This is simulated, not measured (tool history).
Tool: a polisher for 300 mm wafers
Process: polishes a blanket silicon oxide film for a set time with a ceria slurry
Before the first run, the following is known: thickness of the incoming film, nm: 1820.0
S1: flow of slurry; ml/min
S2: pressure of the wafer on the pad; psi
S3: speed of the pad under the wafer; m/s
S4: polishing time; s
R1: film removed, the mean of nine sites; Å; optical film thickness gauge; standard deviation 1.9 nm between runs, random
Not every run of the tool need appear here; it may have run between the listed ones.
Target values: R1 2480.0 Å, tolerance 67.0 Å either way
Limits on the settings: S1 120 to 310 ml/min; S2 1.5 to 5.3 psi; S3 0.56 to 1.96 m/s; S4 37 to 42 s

run  hour   S1   S2    S3  S4      R1
  1   0.0  200  3.4  1.26  42  3122.9
  2   6.6  195  3.2  1.26  42  3029.2
  3  15.4  195  3.0  1.26  42  2778.8
  4  18.8  225  3.0  1.26  42  2850.9
  5  25.0  225  3.0  1.52  42  3417.0
     32.4  -- head pressure recalibrated
  6  32.4  225  3.0  1.52  37  2868.1
  7  38.3  225  2.9  1.52  37  2788.6
  8  44.2  225  2.8  1.52  37  2695.0
  9  47.8  220  2.7  1.52  37  2651.1

Exactly one of the 5 candidate moves below puts every result within its allowed miss. Which one?
  A  51.4  230  2.4  1.54  38   ?
  B  51.4  225  2.8  1.30  42   ?
  C  51.4  225  3.3  1.34  39   ?
  D  51.4  215  2.6  1.54  38   ?
  E  51.4  215  2.7  1.36  37   ?

move      R1
   A  2490.5
   B  2644.0
   C  2904.6
   D  2641.4
   E  2350.8
A: all results in spec
B: just as far off the targets as the last run
C: further off than the last run
D: better than the last run, though not everything is in spec
E: takes the biggest miss from the last run beyond its target
The right move is A.
